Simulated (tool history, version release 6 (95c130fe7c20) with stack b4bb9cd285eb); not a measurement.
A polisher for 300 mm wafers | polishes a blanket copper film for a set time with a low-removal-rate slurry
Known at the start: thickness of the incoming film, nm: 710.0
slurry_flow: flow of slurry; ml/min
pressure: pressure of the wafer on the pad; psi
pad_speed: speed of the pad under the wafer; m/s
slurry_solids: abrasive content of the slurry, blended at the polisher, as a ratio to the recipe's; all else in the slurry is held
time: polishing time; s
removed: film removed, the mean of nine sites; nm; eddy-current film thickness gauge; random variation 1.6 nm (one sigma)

{"run": 1, "hour": 0.0, "slurry_flow": 210, "pressure": 2.6, "pad_speed": 1.04, "slurry_solids": 1, "time": 52, "removed": 159.34}
{"run": 2, "hour": 6.1, "slurry_flow": 210, "pressure": 2.6, "pad_speed": 1.04, "slurry_solids": 1, "time": 52, "removed": 157.38}
{"run": 3, "hour": 9.8, "slurry_flow": 210, "pressure": 2.7, "pad_speed": 1.04, "slurry_solids": 1, "time": 52, "removed": 161.5}
{"run": 4, "hour": 13.6, "slurry_flow": 210, "pressure": 2.8, "pad_speed": 1.04, "slurry_solids": 1, "time": 52, "removed": 166.62}
{"run": 5, "hour": 16.4, "slurry_flow": 210, "pressure": 2.2, "pad_speed": 1.04, "slurry_solids": 1, "time": 52, "removed": 142.72}
{"run": 6, "hour": 22.7, "slurry_flow": 210, "pressure": 2.2, "pad_speed": 0.8, "slurry_solids": 1, "time": 52, "removed": 111.5}
{"run": 7, "hour": 25.5, "slurry_flow": 210, "pressure": 2.4, "pad_speed": 0.8, "slurry_solids": 1, "time": 52, "removed": 117.63}
{"run": 8, "hour": 32.9, "slurry_flow": 210, "pressure": 2.6, "pad_speed": 0.8, "slurry_solids": 1, "time": 52, "removed": 123.03}
{"run": 9, "hour": 38.9, "slurry_flow": 210, "pressure": 2.7, "pad_speed": 0.8, "slurry_solids": 1, "time": 52, "removed": 125.73}
{"run": 10, "hour": 40.1, "slurry_flow": 210, "pressure": 2.8, "pad_speed": 0.8, "slurry_solids": 1, "time": 52, "removed": 130.51}
{"run": 11, "hour": 44.9, "slurry_flow": 210, "pressure": 2.9, "pad_speed": 0.8, "slurry_solids": 1, "time": 52, "removed": 132.84}
{"run": 12, "hour": 52.2, "slurry_flow": 210, "pressure": 3, "pad_speed": 0.8, "slurry_solids": 1, "time": 52, "removed": 135.38}
{"run": 13, "hour": 56.1, "slurry_flow": 210, "pressure": 3.1, "pad_speed": 0.8, "slurry_solids": 1, "time": 52, "removed": 137.5}
{"run": 14, "hour": 58.1, "slurry_flow": 215, "pressure": 3.2, "pad_speed": 0.82, "slurry_solids": 1, "time": 52, "removed": 144.66}
{"run": 15, "hour": 63.4, "slurry_flow": 225, "pressure": 3.9, "pad_speed": 0.84, "slurry_solids": 1, "time": 52, "removed": 170.3}

Run 16 comes next. What will it give?
{"run": 16, "hour": 64.2, "slurry_flow": 225, "pressure": 3.9, "pad_speed": 0.86, "slurry_solids": 1, "time": 52, "removed": "?"}

removed: 175.59 nm
